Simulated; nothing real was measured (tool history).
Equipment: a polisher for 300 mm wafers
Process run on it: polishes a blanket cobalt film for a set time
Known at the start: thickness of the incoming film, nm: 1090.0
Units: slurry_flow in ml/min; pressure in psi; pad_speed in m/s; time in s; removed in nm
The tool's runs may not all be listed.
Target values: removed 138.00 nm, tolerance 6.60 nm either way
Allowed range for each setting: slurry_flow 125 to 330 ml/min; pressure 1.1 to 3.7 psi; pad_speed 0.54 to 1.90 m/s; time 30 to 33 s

{"run": 1, "hour": 0.0, "slurry_flow": 210, "pressure": 2.4, "pad_speed": 1.22, "time": 33, "removed": 243.05}
{"run": 2, "hour": 4.7, "slurry_flow": 210, "pressure": 2.4, "pad_speed": 1.06, "time": 33, "removed": 221.83}
{"run": 3, "hour": 10.6, "slurry_flow": 210, "pressure": 2.4, "pad_speed": 0.84, "time": 33, "removed": 170.96}
{"run": 4, "hour": 15.9, "slurry_flow": 165, "pressure": 2.4, "pad_speed": 0.84, "time": 33, "removed": 165.53}
{"run": 5, "hour": 19.7, "slurry_flow": 165, "pressure": 2.3, "pad_speed": 0.84, "time": 33, "removed": 160.98}
{"run": 6, "hour": 23.2, "slurry_flow": 165, "pressure": 2.3, "pad_speed": 1.08, "time": 33, "removed": 205.8}
{"run": 7, "hour": 25.5, "slurry_flow": 165, "pressure": 2.0, "pad_speed": 1.06, "time": 33, "removed": 178.33}
{"run": 8, "hour": 34.1, "slurry_flow": 165, "pressure": 1.8, "pad_speed": 1.06, "time": 33, "removed": 158.15}
{"run": 9, "hour": 35.3, "slurry_flow": 165, "pressure": 1.7, "pad_speed": 1.06, "time": 33, "removed": 153.24}

Which one of the following 5 next-run settings gets every result inside its allowed miss? There is exactly one.
{"run": "A", "hour": 36.5, "slurry_flow": 140, "pressure": 1.7, "pad_speed": 0.92, "time": 31, "removed": "?"}
{"run": "B", "hour": 36.5, "slurry_flow": 170, "pressure": 1.7, "pad_speed": 0.94, "time": 31, "removed": "?"}
{"run": "C", "hour": 36.5, "slurry_flow": 200, "pressure": 1.6, "pad_speed": 0.98, "time": 30, "removed": "?"}
{"run": "D", "hour": 36.5, "slurry_flow": 175, "pressure": 2.1, "pad_speed": 0.88, "time": 33, "removed": "?"}
{"run": "E", "hour": 36.5, "slurry_flow": 220, "pressure": 1.8, "pad_speed": 0.98, "time": 30, "removed": "?"}

move=A removed=118.40
move=B removed=124.08
move=C removed=120.27
move=D removed=152.48
move=E removed=136.06
A: carries the result that was furthest off beyond its target, to the other side
B: carries the result that was furthest off beyond its target, to the other side
C: carries the result that was furthest off beyond its target, to the other side
D: no nearer and no further than the last run
E: all results in spec
The right move is E.

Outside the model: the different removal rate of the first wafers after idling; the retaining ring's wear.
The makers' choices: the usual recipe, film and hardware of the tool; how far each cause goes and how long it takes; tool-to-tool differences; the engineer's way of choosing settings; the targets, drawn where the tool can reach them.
